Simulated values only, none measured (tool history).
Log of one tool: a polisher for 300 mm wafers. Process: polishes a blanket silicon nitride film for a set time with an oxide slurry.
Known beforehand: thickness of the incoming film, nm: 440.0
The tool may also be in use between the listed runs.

run    day  flow of slurry (ml/min)  pressure of the wafer on the pad (kPa)  speed of the pad under the wafer (cm/s)  abrasive content of the slurry  polishing time (s)  film removed (Å)
  1  0.000                      180                                    24.1                                      138                             1.0                 106            665.96
  2  0.225                      180                                    28.3                                      138                             1.0                 106            786.40
  3  0.304                      180                                    28.3                                      138                             1.0                 106            785.05
  4  0.496                      180                                    27.6                                      138                             1.0                 106            756.97
  5  0.579                      180                                    27.6                                      138                             1.0                 106            767.38
  6  0.717                      180                                    26.9                                      138                             1.0                 106            747.00
  7  0.762                      180                                    26.9                                      138                             1.0                 106            740.06

For run 8, what comes out?
     0.867  -- slurry nozzle cleaned
  8  0.867                      175                                    21.4                                      136                             1.0                 106                 ?

Run 8 measured film removed (Å) 620.44.
